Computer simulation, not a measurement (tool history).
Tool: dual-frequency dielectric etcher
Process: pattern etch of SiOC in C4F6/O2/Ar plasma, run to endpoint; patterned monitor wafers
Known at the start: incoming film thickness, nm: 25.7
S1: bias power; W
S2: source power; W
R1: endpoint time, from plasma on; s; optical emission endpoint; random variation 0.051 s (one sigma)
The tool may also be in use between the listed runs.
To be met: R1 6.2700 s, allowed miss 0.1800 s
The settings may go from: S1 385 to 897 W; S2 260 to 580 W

run    day   S1   S2      R1
  1  0.000  641  420  7.4030
  2  0.117  641  390  7.5494
  3  0.154  668  400  7.3496
  4  0.379  691  410  7.1768
  5  0.433  769  410  6.9686
  6  0.712  769  440  6.7794
  7  0.804  781  440  6.7279
  8  0.992  792  440  6.6811
  9  1.192  802  440  6.6415
 10  1.404  811  440  6.6146

5 next moves are on the table. One of them brings every result within its allowed miss. Which?
  A  1.617  897  580   ?
  B  1.617  895  550   ?
  C  1.617  849  580   ?
  D  1.617  753  380   ?
  E  1.617  885  460   ?

move      R1
   A  5.8678
   B  5.9860
   C  5.9850
   D  7.2755
   E  6.4094
A: takes the result that was furthest off past its target
B: takes the result that was furthest off past its target
C: takes the result that was furthest off past its target
D: further off than the last run
E: meets every target
Move E is the one to make.

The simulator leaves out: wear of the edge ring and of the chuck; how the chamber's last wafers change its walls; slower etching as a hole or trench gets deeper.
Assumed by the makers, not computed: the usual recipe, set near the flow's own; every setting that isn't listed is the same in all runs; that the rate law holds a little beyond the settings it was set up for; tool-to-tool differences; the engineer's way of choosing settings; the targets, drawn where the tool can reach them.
